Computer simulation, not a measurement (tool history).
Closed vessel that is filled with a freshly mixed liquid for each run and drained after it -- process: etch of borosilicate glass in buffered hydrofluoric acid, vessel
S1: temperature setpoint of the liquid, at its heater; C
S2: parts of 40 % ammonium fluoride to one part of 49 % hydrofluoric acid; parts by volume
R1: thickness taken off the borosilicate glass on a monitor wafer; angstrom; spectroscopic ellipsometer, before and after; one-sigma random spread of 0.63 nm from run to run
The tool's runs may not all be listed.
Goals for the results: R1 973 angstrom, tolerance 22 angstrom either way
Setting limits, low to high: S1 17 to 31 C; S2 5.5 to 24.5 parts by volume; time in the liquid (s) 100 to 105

{"run": 1, "hour": 0.0, "S1": 23, "S2": 15, "time in the liquid (s)": 100, "R1": 712.94}
{"run": 2, "hour": 5.3, "S1": 25, "S2": 15, "time in the liquid (s)": 100, "R1": 806.83}
{"run": 3, "hour": 9.7, "S1": 25.5, "S2": 15, "time in the liquid (s)": 100, "R1": 830.37}
{"run": 4, "hour": 13.5, "S1": 25.5, "S2": 11.5, "time in the liquid (s)": 100, "R1": 1069.2}
{"run": 5, "hour": 19.8, "S1": 25.5, "S2": 15.5, "time in the liquid (s)": 100, "R1": 801.83}
{"run": 6, "hour": 26.0, "S1": 26, "S2": 15.5, "time in the liquid (s)": 100, "R1": 820.63}
{"run": 7, "hour": 33.0, "S1": 26.5, "S2": 15.5, "time in the liquid (s)": 100, "R1": 849.71}
{"run": 8, "hour": 35.5, "S1": 27, "S2": 15.5, "time in the liquid (s)": 100, "R1": 862.97}
{"run": 9, "hour": 36.7, "S1": 27.5, "S2": 15.5, "time in the liquid (s)": 100, "R1": 894.03}
{"run": 10, "hour": 41.6, "S1": 28, "S2": 15.5, "time in the liquid (s)": 100, "R1": 910.28}
{"run": 11, "hour": 47.7, "S1": 28.5, "S2": 15.5, "time in the liquid (s)": 100, "R1": 935.37}
{"hour": 50.9, "done": "hydrofluoric acid flow meter replaced"}
{"run": 12, "hour": 50.9, "S1": 29, "S2": 15.5, "time in the liquid (s)": 100, "R1": 1066.3}
{"run": 13, "hour": 53.3, "S1": 28, "S2": 15.5, "time in the liquid (s)": 100, "R1": 1007.9}

Below are 4 possible settings for the next run. Only one of them brings all results inside the allowed miss of their targets. Which is it?
{"run": "A", "hour": 55.7, "S1": 27.5, "S2": 15.5, "time in the liquid (s)": 105, "R1": "?"}
{"run": "B", "hour": 55.7, "S1": 29, "S2": 16, "time in the liquid (s)": 100, "R1": "?"}
{"run": "C", "hour": 55.7, "S1": 28, "S2": 16, "time in the liquid (s)": 105, "R1": "?"}
{"run": "D", "hour": 55.7, "S1": 28, "S2": 16, "time in the liquid (s)": 100, "R1": "?"}

move=A R1=1039.9
move=B R1=1038.3
move=C R1=1034.6
move=D R1=985.34
A: lands further from the targets than the last run did
B: lands further from the targets than the last run did
C: lands further from the targets than the last run did
D: in spec on every target
D is the move that brings every result within its allowed miss.
